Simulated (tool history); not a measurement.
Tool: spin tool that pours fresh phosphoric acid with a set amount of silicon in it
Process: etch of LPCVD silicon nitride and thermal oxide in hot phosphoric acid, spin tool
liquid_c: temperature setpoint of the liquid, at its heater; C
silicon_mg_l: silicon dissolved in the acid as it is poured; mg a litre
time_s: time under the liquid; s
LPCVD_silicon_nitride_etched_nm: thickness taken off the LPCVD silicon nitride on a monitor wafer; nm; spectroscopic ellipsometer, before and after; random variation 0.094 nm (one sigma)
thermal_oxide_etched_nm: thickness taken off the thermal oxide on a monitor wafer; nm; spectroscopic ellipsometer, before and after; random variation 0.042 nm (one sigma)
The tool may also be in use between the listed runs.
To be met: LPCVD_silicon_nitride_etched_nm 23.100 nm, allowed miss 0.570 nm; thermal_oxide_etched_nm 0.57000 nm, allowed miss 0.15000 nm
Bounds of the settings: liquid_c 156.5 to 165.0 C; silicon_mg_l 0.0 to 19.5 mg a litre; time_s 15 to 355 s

run	hour	liquid_c	silicon_mg_l	time_s	LPCVD_silicon_nitride_etched_nm	thermal_oxide_etched_nm
1	0.0	160.0	8.5	180	16.679	0.40202
2	3.5	160.5	9.0	185	17.237	0.41857
3	5.7	160.5	9.0	190	17.823	0.43674
4	6.2	160.5	9.0	145	13.682	0.36609
5	9.8	160.5	4.5	145	13.573	0.36117
6	11.9	160.5	4.5	190	17.897	0.51051
7	20.2	160.5	5.5	195	18.448	0.46581
8	23.2	160.5	6.0	200	18.729	0.46657
9	26.2	160.5	6.5	205	19.192	0.51282
10	31.2	160.5	7.0	210	19.814	0.57075
11	35.2	160.5	7.5	215	20.294	0.60663
12	37.9	160.0	7.5	220	20.409	0.55141
13	39.0	160.0	8.0	220	20.224	0.53324
14	41.5	160.0	8.5	220	20.255	0.51119
15	45.0	160.0	9.0	220	20.426	0.52573
16	52.5	160.0	9.5	220	20.313	0.50484
17	56.6	160.0	9.5	220	20.243	0.50898

Which of these 5 next moves meets every target?
A	60.7	158.0	7.5	265	?	?
B	60.7	159.5	8.0	275	?	?
C	60.7	158.0	13.0	205	?	?
D	60.7	160.5	6.0	185	?	?
E	60.7	158.5	12.5	245	?	?

move	LPCVD_silicon_nitride_etched_nm	thermal_oxide_etched_nm
A	22.954	0.51529
B	25.058	0.59169
C	17.757	0.35247
D	17.433	0.44690
E	21.584	0.44248
A: meets every target
B: takes the result that was furthest off past its target
C: further off than the last run
D: further off than the last run
E: nearer than the last run, and not there yet
Answer: A
